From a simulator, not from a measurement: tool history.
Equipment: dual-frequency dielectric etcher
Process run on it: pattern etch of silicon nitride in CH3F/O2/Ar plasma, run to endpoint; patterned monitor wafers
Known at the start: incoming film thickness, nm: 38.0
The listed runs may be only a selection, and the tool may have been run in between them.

run,day,source power (W),bias power (W),endpoint time (s)
1,0,370,86,50.039
2,0.183,370,77,52.38
3,0.392,320,77,54.699
4,0.671,360,83,51.163
5,0.708,390,87,49.139
6,0.742,390,93,47.872
7,0.9,410,95,46.544
8,0.942,430,97,45.198
9,1.096,450,98,44.506

Run 10 is up next; what results do you expect?
10,1.404,460,99,?

Run 10 measured endpoint time (s) 43.53.

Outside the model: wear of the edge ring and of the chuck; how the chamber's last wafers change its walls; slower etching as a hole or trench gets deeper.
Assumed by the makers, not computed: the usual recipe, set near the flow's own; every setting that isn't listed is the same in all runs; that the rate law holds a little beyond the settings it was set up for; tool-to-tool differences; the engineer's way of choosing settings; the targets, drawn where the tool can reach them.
